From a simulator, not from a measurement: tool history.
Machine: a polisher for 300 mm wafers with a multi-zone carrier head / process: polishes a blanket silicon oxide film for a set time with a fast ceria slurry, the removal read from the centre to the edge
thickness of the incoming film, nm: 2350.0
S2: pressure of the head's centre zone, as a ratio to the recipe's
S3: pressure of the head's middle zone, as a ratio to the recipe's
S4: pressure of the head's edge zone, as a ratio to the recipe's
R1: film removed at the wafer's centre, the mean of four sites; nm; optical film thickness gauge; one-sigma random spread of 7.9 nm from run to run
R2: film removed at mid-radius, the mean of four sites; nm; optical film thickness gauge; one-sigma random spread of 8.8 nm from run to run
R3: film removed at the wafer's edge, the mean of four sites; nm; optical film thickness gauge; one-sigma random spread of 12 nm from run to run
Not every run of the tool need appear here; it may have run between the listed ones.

run 1 hour=0.0 | flow_of_slurry_(ml/min)=170 S2=1.00 S3=1.00 S4=1.00 polishing_time_(s)=56 | R1=687.05 R2=705.69 R3=683.45
run 2 hour=8.2 | flow_of_slurry_(ml/min)=170 S2=1.00 S3=0.92 S4=1.00 polishing_time_(s)=56 | R1=699.41 R2=641.04 R3=688.33
run 3 hour=10.7 | flow_of_slurry_(ml/min)=180 S2=1.01 S3=0.95 S4=1.03 polishing_time_(s)=58 | R1=723.23 R2=692.65 R3=721.67
run 4 hour=12.7 | flow_of_slurry_(ml/min)=185 S2=1.02 S3=0.97 S4=1.05 polishing_time_(s)=60 | R1=777.05 R2=735.37 R3=764.05
run 5 hour=16.2 | flow_of_slurry_(ml/min)=195 S2=1.02 S3=1.00 S4=1.07 polishing_time_(s)=61 | R1=778.66 R2=754.92 R3=796.00
run 6 hour=20.7 | flow_of_slurry_(ml/min)=200 S2=1.03 S3=1.03 S4=1.07 polishing_time_(s)=62 | R1=793.59 R2=790.87 R3=801.92

The next listed run, before its measurement:
run 7 hour=25.3 | flow_of_slurry_(ml/min)=200 S2=1.04 S3=1.05 S4=1.08 polishing_time_(s)=63 | R1=? R2=? R3=?

R1: 830.51 nm
R2: 845.25 nm
R3: 792.88 nm
